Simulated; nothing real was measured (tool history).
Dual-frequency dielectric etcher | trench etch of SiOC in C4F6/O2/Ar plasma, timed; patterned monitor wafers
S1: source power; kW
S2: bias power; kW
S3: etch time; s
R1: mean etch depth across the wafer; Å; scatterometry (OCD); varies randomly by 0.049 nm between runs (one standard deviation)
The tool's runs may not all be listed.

run 1 hour=0 | S1=0.32 S2=0.157 S3=8 | R1=146.87
run 2 hour=5.5 | S1=0.32 S2=0.137 S3=8 | R1=140.04
run 3 hour=9 | S1=0.32 S2=0.137 S3=7.5 | R1=131.48
run 4 hour=16.6 | S1=0.37 S2=0.137 S3=7.5 | R1=141.83
run 5 hour=25.1 | S1=0.39 S2=0.145 S3=7.5 | R1=148.76
run 6 hour=30.7 | S1=0.39 S2=0.12 S3=7.5 | R1=139.7
run 7 hour=35.3 | S1=0.4 S2=0.132 S3=7.5 | R1=145.19

What does the tool deliver on the next run?
run 8 hour=40 | S1=0.41 S2=0.142 S3=7.5 | R1=?

{"run 8": {"R1": 150.72}}
